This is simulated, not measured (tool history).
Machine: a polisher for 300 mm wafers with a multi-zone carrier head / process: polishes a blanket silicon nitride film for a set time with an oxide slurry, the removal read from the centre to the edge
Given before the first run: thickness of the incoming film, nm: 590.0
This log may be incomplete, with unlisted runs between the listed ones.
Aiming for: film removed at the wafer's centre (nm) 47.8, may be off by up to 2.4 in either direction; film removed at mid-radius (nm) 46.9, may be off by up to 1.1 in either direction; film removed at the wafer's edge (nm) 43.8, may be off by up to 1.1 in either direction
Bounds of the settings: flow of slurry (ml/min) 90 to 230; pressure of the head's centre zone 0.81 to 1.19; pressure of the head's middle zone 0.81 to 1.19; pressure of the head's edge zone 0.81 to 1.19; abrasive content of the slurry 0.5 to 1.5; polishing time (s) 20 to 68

run  hour  flow of slurry (ml/min)  pressure of the head's centre zone  pressure of the head's middle zone  pressure of the head's edge zone  abrasive content of the slurry  polishing time (s)  film removed at the wafer's centre (nm)  film removed at mid-radius (nm)  film removed at the wafer's edge (nm)
  1     0                      150                                   1                                   1                                 1                               1                  44                                   36.283                           35.979                                 36.477
  2   7.5                      150                                   1                                   1                                 1                             1.1                  44                                   37.879                           37.704                                 38.195
  3  10.4                      150                                   1                                   1                              1.08                             1.1                  44                                   38.017                           37.478                                 39.174
  4  15.9                      150                                   1                                   1                              1.08                             1.1                  54                                   47.205                           45.933                                 48.388
  5  21.9                      150                                0.95                                   1                              1.08                             1.1                  54                                    42.81                           46.035                                 48.101
  6  26.5                      150                                0.97                                1.01                              1.05                             1.1                  54                                   43.988                           46.794                                 47.809
  7  32.3                      150                                0.99                                1.02                              1.02                             1.1                  54                                   46.972                           46.342                                 47.003
  8  36.6                      150                                0.99                                1.03                                 1                             1.1                  54                                   46.436                           47.232                                 46.982
  9  40.7                      150                                   1                                1.04                              0.98                             1.1                  54                                   45.847                           47.638                                 46.522
 10  43.4                      150                                   1                                1.04                              0.98                             1.1                  54                                   45.849                           47.872                                 46.425

Pick the move, out of 4, that brings all results within their allowed miss; only one does.
  A  46.1                      145                                1.07                                1.08                              0.95                            1.05                  53                                        ?                                ?                                      ?
  B  46.1                      140                                0.96                                1.01                                 1                             1.1                  57                                        ?                                ?                                      ?
  C  46.1                      155                                0.94                                1.05                              0.97                             1.1                  53                                        ?                                ?                                      ?
  D  46.1                      160                                1.06                                1.16                              0.98                             1.2                  47                                        ?                                ?                                      ?

move  film removed at the wafer's centre (nm)  film removed at mid-radius (nm)  film removed at the wafer's edge (nm)
   A                                   48.261                           46.825                                  44.19
   B                                   46.922                           48.241                                 49.117
   C                                   43.565                           47.063                                 45.646
   D                                   45.174                            46.74                                 41.937
A: hits every target within its allowed miss
B: its largest miss is bigger than the last run's
C: nearer than the last run, and not there yet
D: the result that was furthest off in the last run now lies on the other side of its target
So the answer is move A, the one that meets all the targets.
